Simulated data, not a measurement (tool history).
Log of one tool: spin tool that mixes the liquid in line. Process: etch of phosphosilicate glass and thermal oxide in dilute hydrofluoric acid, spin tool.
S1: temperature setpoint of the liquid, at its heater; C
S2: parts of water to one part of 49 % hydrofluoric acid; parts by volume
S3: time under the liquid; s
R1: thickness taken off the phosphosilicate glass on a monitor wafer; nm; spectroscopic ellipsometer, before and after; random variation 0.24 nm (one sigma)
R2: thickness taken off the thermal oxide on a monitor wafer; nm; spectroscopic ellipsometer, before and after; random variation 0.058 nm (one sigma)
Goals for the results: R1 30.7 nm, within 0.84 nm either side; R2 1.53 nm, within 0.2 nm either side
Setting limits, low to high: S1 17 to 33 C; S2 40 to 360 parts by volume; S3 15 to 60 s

| run | hour | S1 | S2 | S3 | R1 | R2 |
|---|---|---|---|---|---|---|
| 1 | 0 | 25 | 200 | 30 | 13.117 | 0.65964 |
| 2 | 6.5 | 25 | 130 | 30 | 22.154 | 1.124 |
| 3 | 9.2 | 25 | 80 | 30 | 37.56 | 1.9977 |
| 4 | 12.5 | 27 | 80 | 30 | 40.899 | 1.9505 |
| 5 | 15.6 | 26.5 | 80 | 30 | 39.782 | 1.8672 |
| 6 | 21 | 26 | 80 | 30 | 39.304 | 1.8963 |
| 7 | 26.8 | 25.5 | 80 | 30 | 38.809 | 1.7874 |
| 8 | 34.9 | 21.5 | 105 | 30 | 24.262 | 1.2308 |
|  | 35.8 | thermometer replaced |
| 9 | 35.8 | 22 | 105 | 30 | 26.749 | 1.392 |

Which one of the following 4 next-run settings gets every result inside its allowed miss? There is exactly one.
| A | 36.7 | 28 | 65 | 15 | ? | ? |
| B | 36.7 | 17 | 115 | 45 | ? | ? |
| C | 36.7 | 21.5 | 105 | 35 | ? | ? |
| D | 36.7 | 25.5 | 100 | 30 | ? | ? |

| move | R1 | R2 |
|---|---|---|
| A | 28.75 | 1.4081 |
| B | 29.396 | 1.4397 |
| C | 30.455 | 1.4915 |
| D | 32.325 | 1.5831 |
A: better than the last run, though not everything is in spec
B: better than the last run, though not everything is in spec
C: in spec on every target
D: the result that was furthest off in the last run now lies on the other side of its target
Go with C: it meets all targets.
